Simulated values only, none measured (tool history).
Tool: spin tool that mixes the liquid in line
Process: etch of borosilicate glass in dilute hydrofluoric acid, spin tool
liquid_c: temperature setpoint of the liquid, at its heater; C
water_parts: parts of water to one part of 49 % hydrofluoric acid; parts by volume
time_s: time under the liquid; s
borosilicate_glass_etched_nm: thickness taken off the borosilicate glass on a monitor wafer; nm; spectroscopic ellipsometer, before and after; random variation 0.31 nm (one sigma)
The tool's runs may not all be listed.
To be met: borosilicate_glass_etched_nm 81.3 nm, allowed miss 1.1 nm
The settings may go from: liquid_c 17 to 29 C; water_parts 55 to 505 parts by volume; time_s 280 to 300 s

run  hour  liquid_c  water_parts  time_s  borosilicate_glass_etched_nm
  1     0        21          280     280                        26.769
  2   4.2        23          240     280                        34.915
  3   9.7      19.5          240     280                        30.753
  4  13.9      19.5          240     300                        33.051
  5  16.6      21.5          215     300                        40.471
  6  22.7      21.5          215     280                        37.772
  7  24.4        23          195     280                        45.232
  8  31.4      24.5          180     280                        52.553
  9  38.7      25.5          170     280                         58.25
 10  47.1      26.5          165     280                        62.473

4 next moves are on the table. One of them brings every result within its allowed miss. Which?
  A  55.5        27          140     300                             ?
  B  55.5      23.5          120     280                             ?
  C  55.5      26.5          180     280                             ?
  D  55.5        26          135     300                             ?

move  borosilicate_glass_etched_nm
   A                        83.343
   B                         81.31
   C                        56.606
   D                        83.753
A: takes the result that was furthest off past its target
B: meets every target
C: further off than the last run
D: takes the result that was furthest off past its target
Move B is the one to make.

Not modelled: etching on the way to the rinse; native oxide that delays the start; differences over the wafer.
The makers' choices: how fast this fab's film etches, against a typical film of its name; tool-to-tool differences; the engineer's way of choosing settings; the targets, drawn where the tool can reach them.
